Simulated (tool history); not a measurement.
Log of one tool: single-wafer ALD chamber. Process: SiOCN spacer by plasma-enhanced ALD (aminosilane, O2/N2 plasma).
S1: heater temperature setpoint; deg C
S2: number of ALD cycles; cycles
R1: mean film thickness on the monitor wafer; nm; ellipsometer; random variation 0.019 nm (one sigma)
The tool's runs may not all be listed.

Run 1, hour 0: S1 410 deg C, S2 49 cycles. Result: R1 3.0436 nm.
Run 2, hour 7.4: S1 410 deg C, S2 43 cycles. Result: R1 2.6368 nm.
Run 3, hour 15.3: S1 410 deg C, S2 45 cycles. Result: R1 2.7875 nm.
Run 4, hour 19.3: S1 409 deg C, S2 47 cycles. Result: R1 2.8882 nm.
Run 5, hour 25.1: S1 399 deg C, S2 47 cycles. Result: R1 2.9886 nm.
Run 6, hour 29: S1 398 deg C, S2 49 cycles. Result: R1 3.151 nm.
Run 7, hour 37.3: S1 397 deg C, S2 50 cycles. Result: R1 3.2238 nm.
Run 8, hour 39: S1 397 deg C, S2 51 cycles. Result: R1 3.2471 nm.

The next listed run, before its measurement:
Run 9, hour 45.1: S1 397 deg C, S2 52 cycles. Result: R1 ?.

{"run 9": {"R1": 3.3555}}
